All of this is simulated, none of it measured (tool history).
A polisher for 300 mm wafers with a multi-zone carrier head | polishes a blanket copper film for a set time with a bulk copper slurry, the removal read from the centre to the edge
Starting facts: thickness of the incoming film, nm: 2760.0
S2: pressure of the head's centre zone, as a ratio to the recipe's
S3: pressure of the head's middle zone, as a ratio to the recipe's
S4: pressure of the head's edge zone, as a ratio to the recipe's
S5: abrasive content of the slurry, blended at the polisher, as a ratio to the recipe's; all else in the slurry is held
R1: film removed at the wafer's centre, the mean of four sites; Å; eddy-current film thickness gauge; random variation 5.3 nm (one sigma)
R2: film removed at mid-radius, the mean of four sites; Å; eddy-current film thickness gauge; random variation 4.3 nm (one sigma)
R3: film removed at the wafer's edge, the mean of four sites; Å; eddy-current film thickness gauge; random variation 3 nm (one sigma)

{"run": 1, "hour": 0.0, "flow of slurry (ml/min)": 295, "S2": 1, "S3": 1, "S4": 1, "S5": 1, "polishing time (s)": 34, "R1": 3019.5, "R2": 2937.6, "R3": 2978}
{"run": 2, "hour": 5.8, "flow of slurry (ml/min)": 295, "S2": 1, "S3": 1, "S4": 1, "S5": 0.9, "polishing time (s)": 34, "R1": 2961.5, "R2": 2886.7, "R3": 2942.8}
{"run": 3, "hour": 10.2, "flow of slurry (ml/min)": 305, "S2": 1.04, "S3": 1.01, "S4": 1.04, "S5": 1.1, "polishing time (s)": 35, "R1": 3327.8, "R2": 3129.5, "R3": 3148.2}
{"run": 4, "hour": 19.1, "flow of slurry (ml/min)": 305, "S2": 1.04, "S3": 0.94, "S4": 1.04, "S5": 1.1, "polishing time (s)": 35, "R1": 3333.4, "R2": 2941.5, "R3": 3155.4}
{"run": 5, "hour": 25.8, "flow of slurry (ml/min)": 305, "S2": 0.98, "S3": 0.94, "S4": 1.04, "S5": 1.1, "polishing time (s)": 35, "R1": 3090.3, "R2": 2933, "R3": 3211.4}
{"run": 6, "hour": 26.7, "flow of slurry (ml/min)": 305, "S2": 0.98, "S3": 1.01, "S4": 1.04, "S5": 1.1, "polishing time (s)": 35, "R1": 3052.7, "R2": 3055.1, "R3": 3149.3}

Expected results for the next run?
{"run": 7, "hour": 27.9, "flow of slurry (ml/min)": 305, "S2": 0.98, "S3": 1.01, "S4": 1.04, "S5": 1.1, "polishing time (s)": 35, "R1": "?", "R2": "?", "R3": "?"}

{"run 7": {"R1": 3121.8, "R2": 3113.7, "R3": 3182.3}}
